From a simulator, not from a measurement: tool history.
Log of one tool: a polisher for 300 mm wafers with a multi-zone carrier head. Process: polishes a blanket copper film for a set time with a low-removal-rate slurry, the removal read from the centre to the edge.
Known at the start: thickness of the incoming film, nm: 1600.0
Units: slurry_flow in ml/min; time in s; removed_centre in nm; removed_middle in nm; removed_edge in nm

run  hour  slurry_flow  centre_zone  middle_zone  edge_zone  slurry_solids  time  removed_centre  removed_middle  removed_edge
  1     0          235            1            1          1              1    48          221.01          217.23        215.36
  2   8.2          235            1            1          1              1    52          240.02          242.48        225.88
  3  13.6          235            1         0.94          1              1    52          237.84          224.47        230.22
  4  22.1          230         0.97         0.92       0.98            0.9    50          220.41          214.96         215.7
  5  23.9          225         0.96          0.9       0.99           0.85    47          202.89          196.65        199.69
  6  28.6          225         0.92          0.9       0.99           0.85    47          195.14          196.34        205.13

The next listed run, before its measurement:
  7  36.6          185         0.85         0.81       0.94            0.6    34               ?               ?             ?

removed_centre: 123.6 nm
removed_middle: 120.33 nm
removed_edge: 132.98 nm

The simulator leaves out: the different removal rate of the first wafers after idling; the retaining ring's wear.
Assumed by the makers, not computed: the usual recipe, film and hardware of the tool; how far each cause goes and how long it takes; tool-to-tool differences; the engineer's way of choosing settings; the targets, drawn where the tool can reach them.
